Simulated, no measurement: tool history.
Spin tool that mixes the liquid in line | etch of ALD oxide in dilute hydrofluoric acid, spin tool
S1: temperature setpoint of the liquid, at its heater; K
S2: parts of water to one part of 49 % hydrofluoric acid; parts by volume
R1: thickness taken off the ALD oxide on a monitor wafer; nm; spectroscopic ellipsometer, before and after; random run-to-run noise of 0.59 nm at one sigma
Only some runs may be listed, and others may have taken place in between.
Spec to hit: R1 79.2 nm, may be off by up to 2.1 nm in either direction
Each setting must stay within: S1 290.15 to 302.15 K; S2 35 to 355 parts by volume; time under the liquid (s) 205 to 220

Run 1, hour 0: S1 294.15 K, S2 195 parts by volume, time under the liquid (s) 205. Result: R1 20.559 nm.
Run 2, hour 8: S1 294.15 K, S2 195 parts by volume, time under the liquid (s) 220. Result: R1 22.397 nm.
Run 3, hour 9.4: S1 295.15 K, S2 170 parts by volume, time under the liquid (s) 220. Result: R1 27.125 nm.
Run 4, hour 12.2: S1 296.15 K, S2 150 parts by volume, time under the liquid (s) 220. Result: R1 32.395 nm.
Run 5, hour 20.2: S1 298.65 K, S2 150 parts by volume, time under the liquid (s) 220. Result: R1 36.36 nm.
Run 6, hour 21.2: S1 298.65 K, S2 100 parts by volume, time under the liquid (s) 220. Result: R1 57.522 nm.
Run 7, hour 28.7: S1 299.15 K, S2 95 parts by volume, time under the liquid (s) 220. Result: R1 62.095 nm.
Run 8, hour 34.1: S1 299.65 K, S2 95 parts by volume, time under the liquid (s) 220. Result: R1 62.479 nm.
Run 9, hour 39.6: S1 300.15 K, S2 95 parts by volume, time under the liquid (s) 220. Result: R1 64.368 nm.
Run 10, hour 42.1: S1 302.15 K, S2 70 parts by volume, time under the liquid (s) 220. Result: R1 96.99 nm.
Run 11, hour 46: S1 301.65 K, S2 70 parts by volume, time under the liquid (s) 220. Result: R1 96.132 nm.
Run 12, hour 51: S1 301.15 K, S2 70 parts by volume, time under the liquid (s) 220. Result: R1 95.123 nm.
Run 13, hour 56: S1 300.65 K, S2 70 parts by volume, time under the liquid (s) 220. Result: R1 92.728 nm.
Run 14, hour 59.6: S1 300.15 K, S2 70 parts by volume, time under the liquid (s) 220. Result: R1 90.082 nm.
Run 15, hour 64: S1 299.65 K, S2 70 parts by volume, time under the liquid (s) 220. Result: R1 89.205 nm.
Run 16, hour 71.6: S1 299.65 K, S2 70 parts by volume, time under the liquid (s) 220. Result: R1 88.894 nm.
Run 17, hour 80.1: S1 299.15 K, S2 70 parts by volume, time under the liquid (s) 220. Result: R1 87.158 nm.
Run 18, hour 85.2: S1 299.15 K, S2 70 parts by volume, time under the liquid (s) 220. Result: R1 85.48 nm.

Consider the 5 candidate settings below. Which is the only one whose results all fall within their allowed miss of target?
Run A, hour 90.3: S1 298.65 K, S2 65 parts by volume, time under the liquid (s) 220. Result: R1 ?.
Run B, hour 90.3: S1 298.65 K, S2 70 parts by volume, time under the liquid (s) 220. Result: R1 ?.
Run C, hour 90.3: S1 299.65 K, S2 80 parts by volume, time under the liquid (s) 215. Result: R1 ?.
Run D, hour 90.3: S1 301.65 K, S2 75 parts by volume, time under the liquid (s) 220. Result: R1 ?.
Run E, hour 90.3: S1 294.15 K, S2 60 parts by volume, time under the liquid (s) 210. Result: R1 ?.

move      R1
   A  92.486
   B  85.306
   C  74.888
   D  88.999
   E  80.035
A: its largest miss is bigger than the last run's
B: no nearer and no further than the last run
C: carries the result that was furthest off beyond its target, to the other side
D: its largest miss is bigger than the last run's
E: meets every target
E is the move that brings every result within its allowed miss.
